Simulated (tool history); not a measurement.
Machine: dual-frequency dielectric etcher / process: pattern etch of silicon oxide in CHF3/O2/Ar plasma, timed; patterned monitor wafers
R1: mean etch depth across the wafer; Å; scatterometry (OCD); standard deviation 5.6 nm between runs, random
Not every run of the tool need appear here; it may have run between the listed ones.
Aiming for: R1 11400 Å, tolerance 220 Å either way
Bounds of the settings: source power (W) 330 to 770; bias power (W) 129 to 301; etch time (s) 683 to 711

{"run": 1, "day": 0.0, "source power (W)": 550, "bias power (W)": 215, "etch time (s)": 683, "R1": 13567}
{"run": 2, "day": 0.367, "source power (W)": 550, "bias power (W)": 215, "etch time (s)": 683, "R1": 13523}
{"run": 3, "day": 0.525, "source power (W)": 510, "bias power (W)": 211, "etch time (s)": 683, "R1": 12909}
{"run": 4, "day": 0.779, "source power (W)": 510, "bias power (W)": 211, "etch time (s)": 711, "R1": 13365}
{"run": 5, "day": 1.071, "source power (W)": 480, "bias power (W)": 210, "etch time (s)": 711, "R1": 12917}
{"run": 6, "day": 1.354, "source power (W)": 460, "bias power (W)": 209, "etch time (s)": 711, "R1": 12508}
{"run": 7, "day": 1.392, "source power (W)": 460, "bias power (W)": 209, "etch time (s)": 711, "R1": 12588}
{"run": 8, "day": 1.712, "source power (W)": 450, "bias power (W)": 208, "etch time (s)": 711, "R1": 12269}
{"run": 9, "day": 1.8, "source power (W)": 440, "bias power (W)": 208, "etch time (s)": 711, "R1": 12115}
{"run": 10, "day": 1.871, "source power (W)": 430, "bias power (W)": 208, "etch time (s)": 711, "R1": 12077}
{"day": 2.183, "done": "source power generator calibrated"}
{"run": 11, "day": 2.183, "source power (W)": 420, "bias power (W)": 208, "etch time (s)": 711, "R1": 11883}
{"run": 12, "day": 2.4, "source power (W)": 360, "bias power (W)": 204, "etch time (s)": 710.5, "R1": 10476}
{"run": 13, "day": 2.754, "source power (W)": 370, "bias power (W)": 204, "etch time (s)": 710.5, "R1": 10679}
{"run": 14, "day": 2.85, "source power (W)": 380, "bias power (W)": 204, "etch time (s)": 710.5, "R1": 10985}
{"run": 15, "day": 3.067, "source power (W)": 390, "bias power (W)": 204, "etch time (s)": 710.5, "R1": 11146}
{"run": 16, "day": 3.312, "source power (W)": 420, "bias power (W)": 206, "etch time (s)": 710.5, "R1": 11821}

Below are 4 possible settings for the next run. Only one of them brings all results inside the allowed miss of their targets. Which is it?
{"run": "A", "day": 3.558, "source power (W)": 450, "bias power (W)": 214, "etch time (s)": 683, "R1": "?"}
{"run": "B", "day": 3.558, "source power (W)": 380, "bias power (W)": 221, "etch time (s)": 711, "R1": "?"}
{"run": "C", "day": 3.558, "source power (W)": 480, "bias power (W)": 211, "etch time (s)": 690, "R1": "?"}
{"run": "D", "day": 3.558, "source power (W)": 460, "bias power (W)": 202, "etch time (s)": 711, "R1": "?"}

move=A R1=12059
move=B R1=11289
move=C R1=12628
move=D R1=12432
A: its largest miss is bigger than the last run's
B: meets every target
C: its largest miss is bigger than the last run's
D: its largest miss is bigger than the last run's
The right move is B.
